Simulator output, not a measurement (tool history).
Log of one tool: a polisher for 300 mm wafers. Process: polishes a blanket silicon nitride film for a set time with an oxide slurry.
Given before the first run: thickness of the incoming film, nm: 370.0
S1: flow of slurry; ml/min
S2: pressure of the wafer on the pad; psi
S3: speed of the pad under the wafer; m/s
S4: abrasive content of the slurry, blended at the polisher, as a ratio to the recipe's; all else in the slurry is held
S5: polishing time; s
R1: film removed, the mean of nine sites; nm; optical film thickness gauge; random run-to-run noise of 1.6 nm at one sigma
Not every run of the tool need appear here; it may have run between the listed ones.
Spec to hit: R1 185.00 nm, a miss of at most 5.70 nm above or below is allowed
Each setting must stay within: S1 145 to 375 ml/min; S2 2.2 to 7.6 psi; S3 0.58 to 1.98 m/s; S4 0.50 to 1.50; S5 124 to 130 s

run,hour,S1,S2,S3,S4,S5,R1
1,0.0,240,4.9,1.28,1.00,124,112.69
2,8.9,240,4.9,1.16,1.00,124,103.06
3,11.4,220,4.9,1.16,1.00,124,102.49
4,15.9,225,5.5,1.18,1.00,124,113.92
5,18.3,225,5.5,1.18,1.00,124,114.31
6,27.1,230,6.0,1.22,1.00,124,127.53
7,34.5,235,6.4,1.26,1.00,124,137.78
8,41.6,235,6.7,1.30,1.00,124,148.29
9,49.1,235,6.9,1.32,1.00,124,152.49
10,56.8,235,7.1,1.36,1.00,124,159.18
11,59.3,240,7.2,1.38,1.00,124,164.51
12,61.6,240,7.3,1.40,1.00,124,169.94
13,66.0,240,7.4,1.42,1.00,124,174.33
14,66.6,240,7.4,1.44,1.00,124,175.70
15,73.5,245,7.5,1.46,1.00,124,180.68

Below are 5 possible settings for the next run. Only one of them brings all results inside the allowed miss of their targets. Which is it?
A,80.4,250,6.5,1.66,1.00,124,?
B,80.4,260,6.7,1.60,0.85,130,?
C,80.4,240,7.0,1.44,1.00,127,?
D,80.4,255,7.4,1.54,0.95,126,?
E,80.4,275,7.6,1.34,1.05,124,?

move,R1
A,177.48
B,171.11
C,172.31
D,185.65
E,176.98
A: the biggest miss grows against the last run
B: the biggest miss grows against the last run
C: the biggest miss grows against the last run
D: every result lands within tolerance
E: the biggest miss grows against the last run
The right move is D.

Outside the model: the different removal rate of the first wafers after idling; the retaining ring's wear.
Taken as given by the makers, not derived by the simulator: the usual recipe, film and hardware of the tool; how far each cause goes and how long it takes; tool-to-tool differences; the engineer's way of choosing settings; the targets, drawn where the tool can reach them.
